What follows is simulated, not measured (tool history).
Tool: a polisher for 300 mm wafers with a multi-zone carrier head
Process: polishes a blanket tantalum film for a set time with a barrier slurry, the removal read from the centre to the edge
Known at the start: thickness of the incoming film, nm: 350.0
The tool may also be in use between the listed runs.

run,hour,flow of slurry (ml/min),pressure of the head's centre zone,pressure of the head's middle zone,pressure of the head's edge zone,abrasive content of the slurry,polishing time (s),film removed at the wafer's centre (Å),film removed at mid-radius (Å),film removed at the wafer's edge (Å)
1,0.0,210,1.00,1.00,1.00,1.0,58,406.05,388.30,394.31
2,8.1,200,0.97,0.99,0.97,0.9,57,376.25,359.57,364.56
3,8.6,200,0.97,0.99,0.97,0.9,47,309.63,299.80,302.58
4,16.8,200,0.97,0.96,0.97,0.9,47,302.08,291.99,300.22
# hour 25.4: slurry nozzle cleaned
5,25.4,200,0.97,1.02,0.97,0.9,47,322.12,319.26,307.62
6,28.6,190,0.95,1.01,0.96,0.9,47,314.56,313.48,307.52
7,31.4,195,0.92,1.00,0.94,0.9,47,302.44,319.40,305.68

Run 8 comes next. What will it give?
8,38.0,190,0.91,0.98,0.93,0.9,47,?,?,?

Run 8 gave film removed at the wafer's centre (Å) 298.97, film removed at mid-radius (Å) 307.52, film removed at the wafer's edge (Å) 304.14.
